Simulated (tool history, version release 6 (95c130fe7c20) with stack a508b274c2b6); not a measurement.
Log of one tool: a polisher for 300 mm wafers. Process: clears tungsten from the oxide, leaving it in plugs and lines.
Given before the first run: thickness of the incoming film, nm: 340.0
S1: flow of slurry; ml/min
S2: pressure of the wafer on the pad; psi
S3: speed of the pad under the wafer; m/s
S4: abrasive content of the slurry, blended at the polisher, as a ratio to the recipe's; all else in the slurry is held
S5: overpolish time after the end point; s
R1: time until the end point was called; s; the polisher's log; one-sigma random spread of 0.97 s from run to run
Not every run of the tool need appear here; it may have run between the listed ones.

run	day	S1	S2	S3	S4	S5	R1
1	0	120	3.6	1.08	1	10	85.118
2	0.362	120	3.6	1.08	1.1	10	82.693
3	0.538	100	3.6	1.08	1.1	10	85.712
4	0.85	100	3.6	1.08	1.1	10	87.408
5	1.075	100	3.6	1.08	1.1	10	87.226
6	1.417	95	3.4	1.08	1.1	10	93.22
7	1.708	95	3.4	1.08	1.1	10	93.062

Estimate the outcome of run 8 from the log above:
8	1.783	90	3.2	1.08	1.1	10	?

R1: 99.743 s
